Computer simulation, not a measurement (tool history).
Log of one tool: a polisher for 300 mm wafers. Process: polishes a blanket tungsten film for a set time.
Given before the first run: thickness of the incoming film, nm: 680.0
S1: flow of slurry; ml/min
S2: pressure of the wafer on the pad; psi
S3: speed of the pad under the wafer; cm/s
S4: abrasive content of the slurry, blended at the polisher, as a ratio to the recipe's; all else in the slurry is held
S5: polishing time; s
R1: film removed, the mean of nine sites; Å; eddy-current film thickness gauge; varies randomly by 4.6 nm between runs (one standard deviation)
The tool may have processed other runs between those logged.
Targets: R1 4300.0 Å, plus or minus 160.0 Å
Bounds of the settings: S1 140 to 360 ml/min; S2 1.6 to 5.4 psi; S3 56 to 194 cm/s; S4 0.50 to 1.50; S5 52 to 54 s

run	day	S1	S2	S3	S4	S5	R1
1	0.000	230	3.5	124	1.00	52	3099.9
2	0.158	230	3.7	124	1.00	52	3298.0
3	0.483	230	3.7	124	1.00	54	3368.7
4	0.504	230	3.7	124	1.00	54	3325.2
5	0.758	230	3.7	124	1.00	54	3395.4
6	0.796	250	3.7	124	1.00	54	3351.3
7	1.062	250	3.8	124	1.00	54	3459.3
8	1.354	250	3.9	124	1.00	54	3570.2
9	1.575	255	4.6	126	1.00	54	4119.3

4 candidate next runs follow, results not yet known. Just one meets every target within its allowed miss. Identify it.
A	1.796	250	4.3	126	1.00	54	?
B	1.796	245	4.6	116	1.00	54	?
C	1.796	225	4.8	140	0.95	52	?
D	1.796	300	4.3	122	0.90	53	?

move	R1
A	3886.5
B	3854.1
C	4363.5
D	3714.0
A: further off than the last run
B: further off than the last run
C: in spec on every target
D: further off than the last run
Go with C: it meets all targets.

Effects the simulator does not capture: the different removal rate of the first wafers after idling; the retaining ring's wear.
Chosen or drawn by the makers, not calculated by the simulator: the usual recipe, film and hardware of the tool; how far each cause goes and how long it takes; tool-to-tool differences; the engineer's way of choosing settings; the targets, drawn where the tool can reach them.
